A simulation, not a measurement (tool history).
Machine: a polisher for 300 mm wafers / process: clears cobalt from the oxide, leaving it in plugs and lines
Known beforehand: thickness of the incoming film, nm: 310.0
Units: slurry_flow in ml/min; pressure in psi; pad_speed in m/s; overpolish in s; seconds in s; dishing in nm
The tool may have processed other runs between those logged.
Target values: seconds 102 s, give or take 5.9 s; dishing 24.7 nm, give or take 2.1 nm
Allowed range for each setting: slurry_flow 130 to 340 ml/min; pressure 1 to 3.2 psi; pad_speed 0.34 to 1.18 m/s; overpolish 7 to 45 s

run 1 hour=0 | slurry_flow=220 pressure=2.1 pad_speed=0.76 overpolish=23 | seconds=70.595 dishing=52.282
run 2 hour=5.2 | slurry_flow=220 pressure=1.9 pad_speed=0.76 overpolish=20 | seconds=76.235 dishing=51.352
run 3 hour=6.1 | slurry_flow=220 pressure=2.3 pad_speed=0.76 overpolish=20 | seconds=69.383 dishing=49.26
run 4 hour=10.7 | slurry_flow=220 pressure=1.9 pad_speed=0.76 overpolish=20 | seconds=75.686 dishing=48.351
run 5 hour=16.8 | slurry_flow=200 pressure=2.1 pad_speed=0.66 overpolish=17 | seconds=81.875 dishing=41.418
run 6 hour=22.2 | slurry_flow=185 pressure=2.2 pad_speed=0.6 overpolish=15 | seconds=87.435 dishing=37.727
run 7 hour=28.9 | slurry_flow=175 pressure=2.3 pad_speed=0.54 overpolish=13 | seconds=94.54 dishing=31.359
run 8 hour=31.1 | slurry_flow=170 pressure=2.3 pad_speed=0.52 overpolish=12 | seconds=97.262 dishing=30.155
run 9 hour=32.4 | slurry_flow=130 pressure=2.3 pad_speed=0.5 overpolish=7 | seconds=106.65 dishing=17.457
run 10 hour=35.9 | slurry_flow=140 pressure=2.3 pad_speed=0.5 overpolish=7 | seconds=106.02 dishing=18.774
run 11 hour=42.8 | slurry_flow=150 pressure=2.3 pad_speed=0.5 overpolish=7 | seconds=104.09 dishing=18.357
run 12 hour=48.1 | slurry_flow=160 pressure=2.3 pad_speed=0.5 overpolish=7 | seconds=102.11 dishing=17.964
-- hour=49.8 worn pad replaced by a new one
run 13 hour=49.8 | slurry_flow=160 pressure=2.3 pad_speed=0.5 overpolish=8 | seconds=94.321 dishing=21.225
run 14 hour=57.6 | slurry_flow=160 pressure=2.3 pad_speed=0.5 overpolish=8 | seconds=94.329 dishing=22.233

Which of these 4 next moves meets every target?
run A hour=65.4 | slurry_flow=200 pressure=2.6 pad_speed=0.38 overpolish=8 | seconds=? dishing=?
run B hour=65.4 | slurry_flow=175 pressure=2.6 pad_speed=0.5 overpolish=8 | seconds=? dishing=?
run C hour=65.4 | slurry_flow=160 pressure=2.2 pad_speed=0.6 overpolish=8 | seconds=? dishing=?
run D hour=65.4 | slurry_flow=155 pressure=2.7 pad_speed=0.4 overpolish=10 | seconds=? dishing=?

move=A seconds=103.19 dishing=20.297
move=B seconds=84.471 dishing=23.965
move=C seconds=81.809 dishing=24.594
move=D seconds=100.72 dishing=24.925
A: meets the target for the result that was furthest off, but another lies outside its allowed miss
B: its largest miss is bigger than the last run's
C: its largest miss is bigger than the last run's
D: all results in spec
Answer: D

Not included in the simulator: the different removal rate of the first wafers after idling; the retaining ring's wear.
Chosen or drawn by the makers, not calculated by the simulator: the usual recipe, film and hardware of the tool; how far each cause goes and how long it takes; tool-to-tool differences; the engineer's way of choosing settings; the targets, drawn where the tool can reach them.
